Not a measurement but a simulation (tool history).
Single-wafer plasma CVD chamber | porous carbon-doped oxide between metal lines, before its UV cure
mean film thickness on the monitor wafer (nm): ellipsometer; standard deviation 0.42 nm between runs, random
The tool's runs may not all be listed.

| run | hour | heater temperature setpoint (K) | RF power (kW) | deposition time (s) | mean film thickness on the monitor wafer (nm) |
|---|---|---|---|---|---|
| 1 | 0 | 588.15 | 0.455 | 29.5 | 149.89 |
| 2 | 8.2 | 586.15 | 0.46 | 29.5 | 153.93 |
| 3 | 12.4 | 586.15 | 0.46 | 30.4 | 158.44 |
| 4 | 16.6 | 586.15 | 0.51 | 30.4 | 170.52 |
| 5 | 19.4 | 586.15 | 0.445 | 30.4 | 153.94 |
| 6 | 20.4 | 593.15 | 0.445 | 30.4 | 148.55 |
| 7 | 28.9 | 590.15 | 0.45 | 30.4 | 151.66 |
| 8 | 36.2 | 588.15 | 0.455 | 30.4 | 155.14 |

Estimate the outcome of run 9 from the log above:
| 9 | 44.1 | 587.15 | 0.455 | 30.4 | ? |

{"run 9": {"mean film thickness on the monitor wafer (nm)": 156.7}}
